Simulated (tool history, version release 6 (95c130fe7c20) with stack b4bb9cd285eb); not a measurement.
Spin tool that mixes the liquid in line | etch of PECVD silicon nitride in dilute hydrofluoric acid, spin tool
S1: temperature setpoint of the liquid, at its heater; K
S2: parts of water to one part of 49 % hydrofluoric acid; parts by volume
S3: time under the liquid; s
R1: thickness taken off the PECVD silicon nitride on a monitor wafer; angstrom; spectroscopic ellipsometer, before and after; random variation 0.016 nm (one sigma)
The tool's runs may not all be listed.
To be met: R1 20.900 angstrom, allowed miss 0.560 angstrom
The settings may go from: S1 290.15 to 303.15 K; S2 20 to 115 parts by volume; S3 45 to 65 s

| run | hour | S1 | S2 | S3 | R1 |
|---|---|---|---|---|---|
| 1 | 0.0 | 295.15 | 65 | 65 | 14.823 |
| 2 | 1.0 | 296.15 | 65 | 65 | 15.884 |
| 3 | 5.4 | 297.15 | 65 | 65 | 17.063 |
| 4 | 7.0 | 297.15 | 50 | 65 | 22.105 |
| 5 | 9.5 | 300.15 | 50 | 65 | 27.131 |
| 6 | 15.3 | 300.15 | 50 | 65 | 27.044 |
| 7 | 23.5 | 299.15 | 50 | 65 | 25.143 |
| 8 | 24.6 | 298.65 | 50 | 65 | 24.462 |
| 9 | 25.2 | 298.15 | 50 | 65 | 23.755 |
| 10 | 30.5 | 297.65 | 50 | 65 | 23.041 |
| 11 | 38.0 | 297.15 | 50 | 65 | 22.098 |

5 next moves are on the table. One of them brings every result within its allowed miss. Which?
| A | 45.5 | 296.65 | 45 | 65 | ? |
| B | 45.5 | 293.65 | 45 | 65 | ? |
| C | 45.5 | 298.65 | 40 | 45 | ? |
| D | 45.5 | 298.65 | 55 | 65 | ? |
| E | 45.5 | 297.15 | 45 | 60 | ? |

| move | R1 |
|---|---|
| A | 23.852 |
| B | 19.415 |
| C | 21.200 |
| D | 22.414 |
| E | 22.775 |
A: further off than the last run
B: takes the result that was furthest off past its target
C: meets every target
D: further off than the last run
E: further off than the last run
The right move is C.
